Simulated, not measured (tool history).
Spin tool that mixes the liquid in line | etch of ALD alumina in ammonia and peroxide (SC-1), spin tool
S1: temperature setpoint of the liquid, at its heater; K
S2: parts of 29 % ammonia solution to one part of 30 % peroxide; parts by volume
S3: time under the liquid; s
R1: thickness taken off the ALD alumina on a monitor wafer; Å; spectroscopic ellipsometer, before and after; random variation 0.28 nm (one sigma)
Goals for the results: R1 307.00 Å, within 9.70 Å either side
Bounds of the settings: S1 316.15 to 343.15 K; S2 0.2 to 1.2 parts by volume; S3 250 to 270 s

Run 1, hour 0.0: S1 332.15 K, S2 0.7 parts by volume, S3 250 s. Result: R1 186.17 Å.
Run 2, hour 2.8: S1 332.15 K, S2 0.7 parts by volume, S3 270 s. Result: R1 204.55 Å.
Run 3, hour 8.6: S1 325.65 K, S2 0.7 parts by volume, S3 270 s. Result: R1 143.75 Å.
Run 4, hour 14.8: S1 328.15 K, S2 0.7 parts by volume, S3 270 s. Result: R1 162.84 Å.
Run 5, hour 15.5: S1 330.15 K, S2 0.7 parts by volume, S3 270 s. Result: R1 182.46 Å.
Run 6, hour 23.8: S1 330.15 K, S2 0.7 parts by volume, S3 250 s. Result: R1 170.09 Å.
Run 7, hour 32.5: S1 330.15 K, S2 0.7 parts by volume, S3 250 s. Result: R1 169.57 Å.
Run 8, hour 34.1: S1 332.15 K, S2 0.7 parts by volume, S3 250 s. Result: R1 188.24 Å.
Run 9, hour 41.5: S1 333.65 K, S2 0.7 parts by volume, S3 250 s. Result: R1 202.58 Å.
Run 10, hour 45.0: S1 335.15 K, S2 0.7 parts by volume, S3 250 s. Result: R1 216.54 Å.
Run 11, hour 52.1: S1 336.15 K, S2 0.7 parts by volume, S3 250 s. Result: R1 229.38 Å.
Run 12, hour 58.0: S1 337.15 K, S2 0.7 parts by volume, S3 250 s. Result: R1 243.43 Å.
Run 13, hour 62.5: S1 337.65 K, S2 0.7 parts by volume, S3 250 s. Result: R1 244.98 Å.
Run 14, hour 68.1: S1 343.15 K, S2 0.7 parts by volume, S3 250 s. Result: R1 320.00 Å.
Run 15, hour 70.5: S1 343.15 K, S2 0.7 parts by volume, S3 250 s. Result: R1 325.36 Å.
Run 16, hour 79.1: S1 342.65 K, S2 0.7 parts by volume, S3 250 s. Result: R1 316.01 Å.

Below are 5 possible settings for the next run. Only one of them brings all results inside the allowed miss of their targets. Which is it?
Run A, hour 87.7: S1 340.65 K, S2 0.7 parts by volume, S3 250 s. Result: R1 ?.
Run B, hour 87.7: S1 338.65 K, S2 0.9 parts by volume, S3 270 s. Result: R1 ?.
Run C, hour 87.7: S1 342.65 K, S2 0.7 parts by volume, S3 260 s. Result: R1 ?.
Run D, hour 87.7: S1 340.15 K, S2 0.7 parts by volume, S3 270 s. Result: R1 ?.
Run E, hour 87.7: S1 343.15 K, S2 0.8 parts by volume, S3 250 s. Result: R1 ?.

move      R1
   A  283.71
   B  284.40
   C  325.09
   D  299.02
   E  324.24
A: takes the result that was furthest off past its target
B: takes the result that was furthest off past its target
C: the biggest miss grows against the last run
D: hits every target within its allowed miss
E: the biggest miss grows against the last run
Move D is the one to make.
